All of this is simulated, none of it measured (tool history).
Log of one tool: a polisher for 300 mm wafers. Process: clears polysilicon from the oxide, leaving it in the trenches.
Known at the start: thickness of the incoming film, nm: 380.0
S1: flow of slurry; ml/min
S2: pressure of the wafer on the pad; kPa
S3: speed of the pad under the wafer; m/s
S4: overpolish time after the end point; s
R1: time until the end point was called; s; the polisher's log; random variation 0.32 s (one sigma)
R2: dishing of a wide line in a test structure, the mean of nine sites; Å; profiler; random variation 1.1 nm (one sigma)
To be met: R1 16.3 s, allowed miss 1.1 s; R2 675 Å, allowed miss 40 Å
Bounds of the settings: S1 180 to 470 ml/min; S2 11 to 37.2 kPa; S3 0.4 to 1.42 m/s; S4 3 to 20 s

{"run": 1, "hour": 0.0, "S1": 300, "S2": 24.1, "S3": 0.9, "S4": 10, "R1": 26.56, "R2": 613.41}
{"run": 2, "hour": 3.2, "S1": 300, "S2": 24.1, "S3": 1.06, "S4": 10, "R1": 22.095, "R2": 639.93}
{"run": 3, "hour": 5.6, "S1": 300, "S2": 24.8, "S3": 1.06, "S4": 10, "R1": 21.961, "R2": 636.99}
{"run": 4, "hour": 14.6, "S1": 300, "S2": 25.5, "S3": 1.06, "S4": 10, "R1": 21.478, "R2": 656.37}
{"run": 5, "hour": 21.6, "S1": 300, "S2": 26.2, "S3": 1.06, "S4": 10, "R1": 21.501, "R2": 630.95}
{"run": 6, "hour": 25.5, "S1": 300, "S2": 30.3, "S3": 1.06, "S4": 10, "R1": 19.8, "R2": 629.93}
{"run": 7, "hour": 31.2, "S1": 300, "S2": 31, "S3": 1.08, "S4": 10, "R1": 18.467, "R2": 669.49}
{"run": 8, "hour": 32.5, "S1": 300, "S2": 31.7, "S3": 1.08, "S4": 10, "R1": 18.007, "R2": 666.59}

Which of these 5 next moves meets every target?
{"run": "A", "hour": 33.8, "S1": 270, "S2": 26.9, "S3": 1, "S4": 8, "R1": "?", "R2": "?"}
{"run": "B", "hour": 33.8, "S1": 305, "S2": 31, "S3": 1.02, "S4": 13, "R1": "?", "R2": "?"}
{"run": "C", "hour": 33.8, "S1": 265, "S2": 29, "S3": 1.34, "S4": 19, "R1": "?", "R2": "?"}
{"run": "D", "hour": 33.8, "S1": 305, "S2": 27.6, "S3": 1.2, "S4": 12, "R1": "?", "R2": "?"}
{"run": "E", "hour": 33.8, "S1": 215, "S2": 31.7, "S3": 1.06, "S4": 9, "R1": "?", "R2": "?"}

move=A R1=22.398 R2=612.95
move=B R1=19.545 R2=678.82
move=C R1=16.559 R2=690.01
move=D R1=18.611 R2=677.26
move=E R1=19.402 R2=650.18
A: further off than the last run
B: further off than the last run
C: meets every target
D: further off than the last run
E: further off than the last run
Move C is the one to make.
